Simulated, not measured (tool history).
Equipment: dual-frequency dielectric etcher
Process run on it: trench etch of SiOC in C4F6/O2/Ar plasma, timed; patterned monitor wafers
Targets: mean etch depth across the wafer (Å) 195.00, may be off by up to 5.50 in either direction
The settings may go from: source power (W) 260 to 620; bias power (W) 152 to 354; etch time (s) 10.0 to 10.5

| run | hour | source power (W) | bias power (W) | etch time (s) | mean etch depth across the wafer (Å) |
|---|---|---|---|---|---|
| 1 | 0.0 | 440 | 253 | 10.5 | 258.34 |
| 2 | 2.3 | 500 | 253 | 10.5 | 274.32 |
| 3 | 7.2 | 460 | 234 | 10.5 | 256.87 |
| 4 | 13.7 | 430 | 219 | 10.5 | 242.63 |
| 5 | 16.1 | 430 | 260 | 10.5 | 258.83 |
| 6 | 17.5 | 400 | 243 | 10.5 | 243.90 |
| 7 | 26.3 | 380 | 231 | 10.5 | 232.22 |
| 8 | 30.9 | 360 | 224 | 10.5 | 223.18 |
| 9 | 31.6 | 340 | 220 | 10.5 | 215.58 |
| 10 | 33.0 | 330 | 218 | 10.5 | 211.91 |
| 11 | 35.2 | 320 | 216 | 10.5 | 207.13 |
| 12 | 38.4 | 310 | 215 | 10.5 | 202.00 |
| 13 | 41.8 | 310 | 214 | 10.5 | 203.26 |

Of the 4 settings listed for the next run, only one would bring every result within its allowed miss of target. Which one?
| A | 45.2 | 340 | 156 | 10.0 | ? |
| B | 45.2 | 260 | 207 | 10.5 | ? |
| C | 45.2 | 280 | 220 | 10.5 | ? |
| D | 45.2 | 280 | 183 | 10.5 | ? |

| move | mean etch depth across the wafer (Å) |
|---|---|
| A | 183.10 |
| B | 180.78 |
| C | 193.42 |
| D | 181.23 |
A: takes the result that was furthest off past its target
B: takes the result that was furthest off past its target
C: in spec on every target
D: takes the result that was furthest off past its target
So the answer is move C, the one that meets all the targets.

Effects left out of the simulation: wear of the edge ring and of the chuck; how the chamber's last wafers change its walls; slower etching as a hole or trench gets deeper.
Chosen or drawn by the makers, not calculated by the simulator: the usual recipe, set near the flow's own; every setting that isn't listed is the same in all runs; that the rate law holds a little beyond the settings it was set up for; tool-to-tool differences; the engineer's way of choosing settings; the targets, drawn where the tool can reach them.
